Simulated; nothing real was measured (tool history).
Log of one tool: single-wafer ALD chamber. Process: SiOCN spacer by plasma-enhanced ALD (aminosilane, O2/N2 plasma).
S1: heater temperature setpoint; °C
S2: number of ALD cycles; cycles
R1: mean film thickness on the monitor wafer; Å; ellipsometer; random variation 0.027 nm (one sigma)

run 1 hour=0 | S1=385 S2=80 | R1=45.057
run 2 hour=0.5 | S1=377 S2=80 | R1=44.56
run 3 hour=2.6 | S1=377 S2=75 | R1=42.297
run 4 hour=8.9 | S1=377 S2=65 | R1=36.738
run 5 hour=10.8 | S1=377 S2=75 | R1=42.619
run 6 hour=18 | S1=377 S2=81 | R1=45.436
run 7 hour=21.8 | S1=377 S2=81 | R1=45.572
run 8 hour=27.6 | S1=377 S2=81 | R1=46.001
run 9 hour=34.1 | S1=377 S2=86 | R1=47.976

Run 10 comes next. What will it give?
run 10 hour=36.9 | S1=377 S2=90 | R1=?

Run 10 gave R1 50.754 Å.
